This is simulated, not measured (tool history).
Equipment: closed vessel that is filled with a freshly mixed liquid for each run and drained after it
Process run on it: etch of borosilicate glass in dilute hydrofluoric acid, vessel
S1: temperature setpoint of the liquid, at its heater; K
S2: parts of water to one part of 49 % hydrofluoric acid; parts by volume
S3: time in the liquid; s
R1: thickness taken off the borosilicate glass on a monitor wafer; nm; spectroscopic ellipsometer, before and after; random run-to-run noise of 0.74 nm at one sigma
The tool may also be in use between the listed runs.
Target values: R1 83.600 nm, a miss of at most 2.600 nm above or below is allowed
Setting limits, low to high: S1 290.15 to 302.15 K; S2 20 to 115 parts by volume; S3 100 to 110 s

Run 1, hour 0.0: S1 294.15 K, S2 65 parts by volume, S3 100 s. Result: R1 69.691 nm.
Run 2, hour 2.6: S1 294.15 K, S2 85 parts by volume, S3 100 s. Result: R1 51.673 nm.
Run 3, hour 9.1: S1 294.15 K, S2 70 parts by volume, S3 100 s. Result: R1 65.029 nm.
Run 4, hour 10.9: S1 291.65 K, S2 70 parts by volume, S3 100 s. Result: R1 57.902 nm.
Run 5, hour 15.5: S1 294.15 K, S2 70 parts by volume, S3 100 s. Result: R1 63.683 nm.
Run 6, hour 17.6: S1 296.15 K, S2 70 parts by volume, S3 100 s. Result: R1 69.849 nm.
Run 7, hour 21.9: S1 297.65 K, S2 70 parts by volume, S3 100 s. Result: R1 74.142 nm.
Run 8, hour 29.3: S1 298.65 K, S2 70 parts by volume, S3 100 s. Result: R1 76.517 nm.
Run 9, hour 34.8: S1 299.15 K, S2 70 parts by volume, S3 100 s. Result: R1 78.512 nm.
Run 10, hour 43.1: S1 299.65 K, S2 70 parts by volume, S3 100 s. Result: R1 79.449 nm.

Exercise: of the 5 proposed moves below, exactly one satisfies all targets within the stated allowed misses. Which move is it?
Run A, hour 51.4: S1 302.15 K, S2 75 parts by volume, S3 110 s. Result: R1 ?.
Run B, hour 51.4: S1 301.65 K, S2 75 parts by volume, S3 105 s. Result: R1 ?.
Run C, hour 51.4: S1 296.65 K, S2 55 parts by volume, S3 100 s. Result: R1 ?.
Run D, hour 51.4: S1 299.65 K, S2 65 parts by volume, S3 105 s. Result: R1 ?.
Run E, hour 51.4: S1 298.65 K, S2 65 parts by volume, S3 110 s. Result: R1 ?.

move      R1
   A  90.216
   B  84.463
   C  92.288
   D  91.354
   E  91.952
A: moves the result that the last run missed by most past its target, out the other side
B: every result within its allowed miss
C: moves the result that the last run missed by most past its target, out the other side
D: moves the result that the last run missed by most past its target, out the other side
E: moves the result that the last run missed by most past its target, out the other side
So the answer is move B, the one that meets all the targets.
